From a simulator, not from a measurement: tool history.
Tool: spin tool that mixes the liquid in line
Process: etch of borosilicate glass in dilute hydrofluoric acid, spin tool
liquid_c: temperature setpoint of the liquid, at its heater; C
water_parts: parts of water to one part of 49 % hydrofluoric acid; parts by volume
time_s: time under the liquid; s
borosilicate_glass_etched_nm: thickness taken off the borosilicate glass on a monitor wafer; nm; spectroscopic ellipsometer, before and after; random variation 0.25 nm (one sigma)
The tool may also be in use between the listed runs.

run,day,liquid_c,water_parts,time_s,borosilicate_glass_etched_nm
1,0,24,95,55,10.918
2,0.375,24,60,55,17.947
3,0.446,26,55,55,21.425
4,0.55,23.5,55,55,19.331
5,0.708,25.5,50,55,23.269
6,0.775,22,50,55,20.362

Forecast run 7:
7,1.071,22,50,55,?

Run 7 gave borosilicate_glass_etched_nm 19.998 nm.

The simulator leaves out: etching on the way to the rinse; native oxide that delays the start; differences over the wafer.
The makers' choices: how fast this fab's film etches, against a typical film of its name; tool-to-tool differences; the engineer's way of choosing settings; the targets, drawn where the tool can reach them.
